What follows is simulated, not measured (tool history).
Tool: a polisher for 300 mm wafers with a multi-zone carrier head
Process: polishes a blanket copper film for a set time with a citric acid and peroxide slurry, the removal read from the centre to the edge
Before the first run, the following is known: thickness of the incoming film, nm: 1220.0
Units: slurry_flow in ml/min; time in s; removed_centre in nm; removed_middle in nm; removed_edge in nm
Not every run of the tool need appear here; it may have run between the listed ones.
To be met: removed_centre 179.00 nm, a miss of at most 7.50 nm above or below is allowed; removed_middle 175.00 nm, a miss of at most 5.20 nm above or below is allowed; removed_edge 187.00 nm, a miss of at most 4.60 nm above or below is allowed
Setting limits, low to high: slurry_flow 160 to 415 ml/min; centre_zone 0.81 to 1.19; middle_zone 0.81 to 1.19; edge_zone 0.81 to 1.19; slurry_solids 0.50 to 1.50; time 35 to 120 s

| run | hour | slurry_flow | centre_zone | middle_zone | edge_zone | slurry_solids | time | removed_centre | removed_middle | removed_edge |
|---|---|---|---|---|---|---|---|---|---|---|
| 1 | 0.0 | 265 | 1.00 | 1.00 | 1.00 | 1.00 | 77 | 116.92 | 112.19 | 114.88 |
| 2 | 6.9 | 270 | 1.00 | 1.01 | 1.04 | 1.15 | 83 | 130.20 | 126.38 | 129.12 |
| 3 | 9.7 | 270 | 1.00 | 1.01 | 1.04 | 1.15 | 90 | 138.24 | 136.87 | 140.49 |
| 4 | 17.6 | 270 | 1.00 | 1.07 | 1.04 | 1.15 | 90 | 139.92 | 143.15 | 138.93 |
|  | 18.7 | worn pad replaced by a new one |
| 5 | 18.7 | 270 | 1.05 | 1.07 | 1.04 | 1.15 | 90 | 162.69 | 155.11 | 151.52 |
| 6 | 25.8 | 270 | 1.05 | 1.07 | 1.04 | 1.15 | 104 | 185.50 | 177.76 | 176.33 |
| 7 | 34.1 | 265 | 1.05 | 1.07 | 1.08 | 1.15 | 104 | 183.52 | 181.04 | 180.14 |
| 8 | 41.9 | 265 | 1.05 | 1.05 | 1.10 | 1.15 | 104 | 187.25 | 178.76 | 183.44 |

5 candidate next runs follow, results not yet known. Just one meets every target within its allowed miss. Identify it.
| A | 49.7 | 265 | 0.88 | 0.94 | 1.17 | 1.30 | 110 | ? | ? | ? |
| B | 49.7 | 245 | 0.99 | 1.01 | 1.12 | 1.30 | 105 | ? | ? | ? |
| C | 49.7 | 245 | 0.85 | 1.04 | 1.14 | 1.25 | 111 | ? | ? | ? |
| D | 49.7 | 295 | 1.03 | 1.03 | 1.18 | 1.15 | 109 | ? | ? | ? |
| E | 49.7 | 170 | 0.86 | 0.90 | 1.19 | 1.00 | 118 | ? | ? | ? |

| move | removed_centre | removed_middle | removed_edge |
|---|---|---|---|
| A | 168.37 | 176.02 | 201.51 |
| B | 179.09 | 176.63 | 186.49 |
| C | 161.36 | 190.35 | 197.62 |
| D | 194.49 | 186.85 | 198.29 |
| E | 156.52 | 162.95 | 198.85 |
A: takes the result that was furthest off past its target
B: all results land within tolerance of their targets
C: takes the result that was furthest off past its target
D: its largest miss is bigger than the last run's
E: takes the result that was furthest off past its target
B meets every target.
